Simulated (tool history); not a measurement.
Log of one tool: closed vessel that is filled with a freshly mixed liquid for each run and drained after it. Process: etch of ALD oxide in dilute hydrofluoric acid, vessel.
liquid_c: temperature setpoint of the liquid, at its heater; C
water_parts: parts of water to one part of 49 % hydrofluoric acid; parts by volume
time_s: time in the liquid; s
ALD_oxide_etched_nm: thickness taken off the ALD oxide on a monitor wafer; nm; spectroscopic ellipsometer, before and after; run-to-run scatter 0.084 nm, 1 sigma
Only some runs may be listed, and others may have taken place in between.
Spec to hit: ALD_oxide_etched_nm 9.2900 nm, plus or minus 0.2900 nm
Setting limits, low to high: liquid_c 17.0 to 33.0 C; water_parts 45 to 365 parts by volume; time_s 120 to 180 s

{"run": 1, "day": 0.0, "liquid_c": 25.0, "water_parts": 205, "time_s": 180, "ALD_oxide_etched_nm": 13.879}
{"run": 2, "day": 0.154, "liquid_c": 25.0, "water_parts": 170, "time_s": 180, "ALD_oxide_etched_nm": 17.768}
{"run": 3, "day": 0.525, "liquid_c": 25.0, "water_parts": 220, "time_s": 180, "ALD_oxide_etched_nm": 12.701}
{"run": 4, "day": 0.867, "liquid_c": 25.0, "water_parts": 220, "time_s": 180, "ALD_oxide_etched_nm": 12.526}
{"run": 5, "day": 0.925, "liquid_c": 28.0, "water_parts": 220, "time_s": 180, "ALD_oxide_etched_nm": 14.195}
{"run": 6, "day": 0.971, "liquid_c": 28.0, "water_parts": 220, "time_s": 180, "ALD_oxide_etched_nm": 14.097}
{"run": 7, "day": 1.338, "liquid_c": 25.0, "water_parts": 225, "time_s": 180, "ALD_oxide_etched_nm": 12.374}
{"run": 8, "day": 1.621, "liquid_c": 23.0, "water_parts": 225, "time_s": 180, "ALD_oxide_etched_nm": 11.531}
{"run": 9, "day": 2.012, "liquid_c": 21.5, "water_parts": 225, "time_s": 180, "ALD_oxide_etched_nm": 10.893}
{"run": 10, "day": 2.1, "liquid_c": 20.5, "water_parts": 225, "time_s": 180, "ALD_oxide_etched_nm": 10.495}
{"run": 11, "day": 2.3, "liquid_c": 20.5, "water_parts": 225, "time_s": 180, "ALD_oxide_etched_nm": 10.483}
{"run": 12, "day": 2.342, "liquid_c": 19.5, "water_parts": 225, "time_s": 180, "ALD_oxide_etched_nm": 10.111}

Which single option among these 5 for the next run brings every result within its allowed miss of target? Just one does.
{"run": "A", "day": 2.383, "liquid_c": 21.5, "water_parts": 245, "time_s": 180, "ALD_oxide_etched_nm": "?"}
{"run": "B", "day": 2.383, "liquid_c": 17.5, "water_parts": 150, "time_s": 120, "ALD_oxide_etched_nm": "?"}
{"run": "C", "day": 2.383, "liquid_c": 21.0, "water_parts": 240, "time_s": 180, "ALD_oxide_etched_nm": "?"}
{"run": "D", "day": 2.383, "liquid_c": 19.0, "water_parts": 240, "time_s": 180, "ALD_oxide_etched_nm": "?"}
{"run": "E", "day": 2.383, "liquid_c": 17.0, "water_parts": 210, "time_s": 180, "ALD_oxide_etched_nm": "?"}

move=A ALD_oxide_etched_nm=9.8705
move=B ALD_oxide_etched_nm=10.0910
move=C ALD_oxide_etched_nm=9.9386
move=D ALD_oxide_etched_nm=9.2162
move=E ALD_oxide_etched_nm=10.0150
A: moves toward the targets from the last run without getting all of them in spec
B: about as far from the targets as the last run
C: moves toward the targets from the last run without getting all of them in spec
D: all results land within tolerance of their targets
E: moves toward the targets from the last run without getting all of them in spec
Correct choice: D, which meets every target
